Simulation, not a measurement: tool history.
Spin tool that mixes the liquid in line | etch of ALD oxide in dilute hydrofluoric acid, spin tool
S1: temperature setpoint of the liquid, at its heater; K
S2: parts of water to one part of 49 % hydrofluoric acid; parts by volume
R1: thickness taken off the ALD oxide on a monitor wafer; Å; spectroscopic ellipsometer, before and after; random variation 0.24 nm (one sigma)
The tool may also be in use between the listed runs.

run 1 hour=0 | S1=297.15 S2=160 time_under_the_liquid_(s)=270 | R1=204.24
run 2 hour=6.4 | S1=299.65 S2=140 time_under_the_liquid_(s)=270 | R1=262.2
run 3 hour=12.6 | S1=299.65 S2=160 time_under_the_liquid_(s)=270 | R1=223.9
run 4 hour=17.4 | S1=299.65 S2=185 time_under_the_liquid_(s)=270 | R1=189.8
run 5 hour=23.2 | S1=301.65 S2=155 time_under_the_liquid_(s)=270 | R1=252.57
run 6 hour=30.7 | S1=302.65 S2=135 time_under_the_liquid_(s)=270 | R1=303.28
run 7 hour=35.1 | S1=303.65 S2=120 time_under_the_liquid_(s)=270 | R1=363.28
run 8 hour=36 | S1=304.15 S2=115 time_under_the_liquid_(s)=270 | R1=394.34
run 9 hour=40.3 | S1=304.65 S2=110 time_under_the_liquid_(s)=270 | R1=416.62

The next listed run, before its measurement:
run 10 hour=44.4 | S1=304.65 S2=110 time_under_the_liquid_(s)=270 | R1=?

R1: 418.06 Å

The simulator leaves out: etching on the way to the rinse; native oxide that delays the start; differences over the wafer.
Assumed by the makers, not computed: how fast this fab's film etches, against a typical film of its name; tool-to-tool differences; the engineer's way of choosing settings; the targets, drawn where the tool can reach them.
